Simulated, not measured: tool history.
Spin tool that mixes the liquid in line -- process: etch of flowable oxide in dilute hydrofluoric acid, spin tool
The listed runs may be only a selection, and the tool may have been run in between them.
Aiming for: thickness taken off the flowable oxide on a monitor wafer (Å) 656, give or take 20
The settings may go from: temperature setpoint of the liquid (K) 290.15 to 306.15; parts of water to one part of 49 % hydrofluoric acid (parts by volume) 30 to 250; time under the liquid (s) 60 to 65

run    day  temperature setpoint of the liquid (K)  parts of water to one part of 49 % hydrofluoric acid (parts by volume)  time under the liquid (s)  thickness taken off the flowable oxide on a monitor wafer (Å)
  1      0                                  298.15                                                                     140                         60                                                         203.01
  2    0.1                                  296.65                                                                     140                         60                                                         193.36
  3  0.333                                  298.65                                                                     110                         60                                                         277.24
  4  0.446                                  298.65                                                                     150                         60                                                         193.21
  5  0.667                                  298.65                                                                     120                         60                                                         251.24
  6  0.908                                  298.65                                                                     155                         60                                                         186.11
  7  1.246                                  300.65                                                                     125                         60                                                         254.07
  8  1.346                                  300.65                                                                     125                         60                                                         254.38
  9  1.462                                  301.65                                                                     100                         60                                                         336.86
 10  1.483                                  302.65                                                                      85                         60                                                         429.49
 11  1.842                                  303.65                                                                      80                         60                                                         473.24
 12  2.046                                  304.15                                                                      75                         60                                                         526.08

Pick the move, out of 5, that brings all results within their allowed miss; only one does.
  A  2.25                                  303.15                                                                      95                         60                                                              ?
  B  2.25                                  306.15                                                                      75                         65                                                              ?
  C  2.25                                  303.15                                                                      85                         65                                                              ?
  D  2.25                                  303.65                                                                      65                         65                                                              ?
  E  2.25                                  303.65                                                                      85                         60                                                              ?

move  thickness taken off the flowable oxide on a monitor wafer (Å)
   A                                                         388.33
   B                                                          614.5
   C                                                         476.99
   D                                                         654.95
   E                                                         448.73
A: moves away from the targets compared with the last run
B: better than the last run, though not everything is in spec
C: moves away from the targets compared with the last run
D: every result lands within tolerance
E: moves away from the targets compared with the last run
D is the move that brings every result within its allowed miss.
